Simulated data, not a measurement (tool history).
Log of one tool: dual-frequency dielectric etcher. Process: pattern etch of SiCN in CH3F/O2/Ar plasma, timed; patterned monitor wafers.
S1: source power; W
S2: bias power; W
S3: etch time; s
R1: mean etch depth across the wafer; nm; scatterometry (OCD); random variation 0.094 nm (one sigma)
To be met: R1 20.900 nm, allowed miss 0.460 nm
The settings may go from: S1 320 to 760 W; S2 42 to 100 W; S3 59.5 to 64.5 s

{"run": 1, "hour": 0.0, "S1": 540, "S2": 71, "S3": 64.5, "R1": 26.557}
{"run": 2, "hour": 8.7, "S1": 500, "S2": 67, "S3": 64.0, "R1": 25.064}
{"run": 3, "hour": 15.9, "S1": 600, "S2": 67, "S3": 64.0, "R1": 26.697}
{"run": 4, "hour": 19.3, "S1": 700, "S2": 67, "S3": 64.0, "R1": 28.462}
{"run": 5, "hour": 22.5, "S1": 640, "S2": 62, "S3": 63.5, "R1": 26.319}
{"run": 6, "hour": 23.4, "S1": 590, "S2": 60, "S3": 63.5, "R1": 25.154}
{"run": 7, "hour": 29.6, "S1": 540, "S2": 58, "S3": 63.5, "R1": 23.574}
{"run": 8, "hour": 34.1, "S1": 510, "S2": 57, "S3": 63.5, "R1": 22.973}
{"run": 9, "hour": 42.7, "S1": 490, "S2": 57, "S3": 63.5, "R1": 22.5}
{"run": 10, "hour": 51.7, "S1": 490, "S2": 57, "S3": 63.5, "R1": 22.571}
{"run": 11, "hour": 56.3, "S1": 470, "S2": 57, "S3": 63.5, "R1": 22.057}
{"run": 12, "hour": 60.6, "S1": 460, "S2": 57, "S3": 63.5, "R1": 21.889}
{"run": 13, "hour": 66.1, "S1": 450, "S2": 57, "S3": 63.5, "R1": 21.859}
{"run": 14, "hour": 69.7, "S1": 440, "S2": 57, "S3": 63.5, "R1": 21.431}

Which of these 4 next moves meets every target?
{"run": "A", "hour": 73.3, "S1": 430, "S2": 69, "S3": 61.0, "R1": "?"}
{"run": "B", "hour": 73.3, "S1": 470, "S2": 63, "S3": 59.5, "R1": "?"}
{"run": "C", "hour": 73.3, "S1": 440, "S2": 68, "S3": 59.5, "R1": "?"}
{"run": "D", "hour": 73.3, "S1": 510, "S2": 53, "S3": 60.5, "R1": "?"}

move=A R1=22.562
move=B R1=21.820
move=C R1=22.058
move=D R1=21.025
A: further off than the last run
B: further off than the last run
C: further off than the last run
D: meets every target
Move D is the one to make.
